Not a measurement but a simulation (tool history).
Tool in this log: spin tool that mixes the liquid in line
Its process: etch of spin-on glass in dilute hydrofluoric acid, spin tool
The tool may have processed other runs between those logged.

run,day,temperature setpoint of the liquid (°C),parts of water to one part of 49 % hydrofluoric acid (parts by volume),time under the liquid (s),thickness taken off the spin-on glass on a monitor wafer (Å)
1,0.000,21.0,160,320,961.44
2,0.088,22.0,160,320,1019.20
3,0.221,20.0,160,320,927.55
4,0.508,23.0,160,320,1045.70
5,0.596,23.5,160,320,1058.70
6,0.742,23.5,160,320,1061.80

Run 7 comes next. What will it give?
7,1.050,23.5,160,320,?

{"run 7": {"thickness taken off the spin-on glass on a monitor wafer (Å)": 1056.8}}
